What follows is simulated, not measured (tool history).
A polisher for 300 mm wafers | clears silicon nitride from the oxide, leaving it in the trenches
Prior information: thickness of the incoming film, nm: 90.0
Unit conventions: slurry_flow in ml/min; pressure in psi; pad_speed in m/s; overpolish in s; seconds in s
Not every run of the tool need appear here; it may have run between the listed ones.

run  hour  slurry_flow  pressure  pad_speed  overpolish  seconds
  1     0          220         2       1.06          43   103.51
  2   8.2          220       2.2       1.08          43   95.346
  3  13.9          220       2.3       1.12          43   88.589
  4  19.6          220       2.4       1.14          43   83.756
  5  26.9          220       2.6       1.14          43   75.526
  6  30.2          220       2.7       1.16          43   72.559
  7  36.6          220       2.8       1.18          43   69.587
  8  41.8          220       2.8        1.2          43   68.822

Run 9 comes next. What will it give?
  9  44.1          220       2.8       1.22          43        ?

Run 9 gave seconds 67.585 s.
